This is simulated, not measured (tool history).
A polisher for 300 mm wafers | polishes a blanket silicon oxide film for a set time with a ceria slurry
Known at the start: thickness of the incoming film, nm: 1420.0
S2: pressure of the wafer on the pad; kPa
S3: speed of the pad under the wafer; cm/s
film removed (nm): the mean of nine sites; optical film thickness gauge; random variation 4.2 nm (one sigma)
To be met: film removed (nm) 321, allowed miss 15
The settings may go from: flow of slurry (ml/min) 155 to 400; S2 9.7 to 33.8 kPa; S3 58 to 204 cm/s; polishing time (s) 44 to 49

run 1 hour=0 | flow_of_slurry_(ml/min)=255 S2=21.4 S3=130 polishing_time_(s)=49 | film_removed_(nm)=247.63
run 2 hour=8 | flow_of_slurry_(ml/min)=255 S2=22.1 S3=130 polishing_time_(s)=49 | film_removed_(nm)=259.91
run 3 hour=9.6 | flow_of_slurry_(ml/min)=295 S2=22.1 S3=130 polishing_time_(s)=49 | film_removed_(nm)=271.27
run 4 hour=13.3 | flow_of_slurry_(ml/min)=300 S2=22.1 S3=130 polishing_time_(s)=49 | film_removed_(nm)=260.47
run 5 hour=14.3 | flow_of_slurry_(ml/min)=300 S2=22.8 S3=130 polishing_time_(s)=49 | film_removed_(nm)=268.98
run 6 hour=21.1 | flow_of_slurry_(ml/min)=300 S2=22.8 S3=130 polishing_time_(s)=44 | film_removed_(nm)=243.89
run 7 hour=28.4 | flow_of_slurry_(ml/min)=300 S2=23.4 S3=130 polishing_time_(s)=44 | film_removed_(nm)=249.57
run 8 hour=30.7 | flow_of_slurry_(ml/min)=300 S2=24.1 S3=130 polishing_time_(s)=44 | film_removed_(nm)=259.15

4 next moves are on the table. One of them brings every result within its allowed miss. Which?
run A hour=33 | flow_of_slurry_(ml/min)=345 S2=25.5 S3=146 polishing_time_(s)=49 | film_removed_(nm)=?
run B hour=33 | flow_of_slurry_(ml/min)=330 S2=26.2 S3=150 polishing_time_(s)=49 | film_removed_(nm)=?
run C hour=33 | flow_of_slurry_(ml/min)=280 S2=24.1 S3=148 polishing_time_(s)=48 | film_removed_(nm)=?
run D hour=33 | flow_of_slurry_(ml/min)=310 S2=30.3 S3=128 polishing_time_(s)=49 | film_removed_(nm)=?

move=A film_removed_(nm)=342.76
move=B film_removed_(nm)=359.9
move=C film_removed_(nm)=316.55
move=D film_removed_(nm)=354.14
A: takes the result that was furthest off past its target
B: takes the result that was furthest off past its target
C: meets every target
D: takes the result that was furthest off past its target
Answer: C

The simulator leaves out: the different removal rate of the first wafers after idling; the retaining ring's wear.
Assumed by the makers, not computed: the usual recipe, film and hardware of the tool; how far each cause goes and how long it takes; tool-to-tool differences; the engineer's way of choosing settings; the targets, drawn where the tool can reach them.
